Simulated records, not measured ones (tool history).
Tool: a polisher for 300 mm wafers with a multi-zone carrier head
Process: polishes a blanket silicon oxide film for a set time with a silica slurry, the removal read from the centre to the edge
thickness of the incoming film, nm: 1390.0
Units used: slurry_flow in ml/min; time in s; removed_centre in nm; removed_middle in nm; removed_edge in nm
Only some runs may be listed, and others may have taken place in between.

run,day,slurry_flow,centre_zone,middle_zone,edge_zone,slurry_solids,time,removed_centre,removed_middle,removed_edge
1,0.000,285,1.00,1.00,1.00,1.00,83,256.98,253.98,258.47
2,0.125,250,1.00,1.00,1.00,1.00,83,252.86,253.89,252.40
3,0.188,250,1.00,1.00,1.07,1.00,83,253.75,253.57,266.34
4,0.238,250,0.94,1.00,1.07,1.00,83,238.65,252.75,264.53
# day 0.596: worn pad replaced by a new one
5,0.596,210,0.94,1.00,1.07,1.00,83,257.97,275.72,292.18
6,0.862,210,0.94,1.00,1.07,1.00,68,214.97,228.91,236.01

The next listed run, before its measurement:
7,1.175,200,0.94,1.00,1.09,1.15,77,?,?,?

{"run 7": {"removed_centre": 251.63, "removed_middle": 267.4, "removed_edge": 288.19}}
